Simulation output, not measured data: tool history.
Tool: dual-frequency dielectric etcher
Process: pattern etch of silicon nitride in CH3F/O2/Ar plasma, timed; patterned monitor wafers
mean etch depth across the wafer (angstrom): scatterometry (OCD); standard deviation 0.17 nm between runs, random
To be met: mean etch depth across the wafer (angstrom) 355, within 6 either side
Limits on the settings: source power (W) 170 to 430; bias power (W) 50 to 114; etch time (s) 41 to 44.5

run	day	source power (W)	bias power (W)	etch time (s)	mean etch depth across the wafer (angstrom)
1	0	300	82	44.5	305.3
2	0.179	330	83	44.5	321.3
3	0.412	350	83	44.5	327.26
4	0.608	350	72	44.5	315.21
5	0.704	320	72	44.5	304.26
6	0.946	340	72	44.5	308.92
7	1.021	360	74	44.5	322.78
8	1.188	380	75	44.5	330.99
9	1.55	390	76	44.5	337.37
10	1.858	400	76	44.5	339.09
11	1.938	410	77	44.5	346.73

Which of these 4 next moves meets every target?
A	2.017	430	76	44.5	?
B	2.017	430	85	44.5	?
C	2.017	430	87	44.5	?
D	2.017	430	91	44	?

move	mean etch depth across the wafer (angstrom)
A	351.75
B	364.34
C	367.07
D	368.25
A: meets every target
B: takes the result that was furthest off past its target
C: takes the result that was furthest off past its target
D: takes the result that was furthest off past its target
Correct choice: A, which meets every target
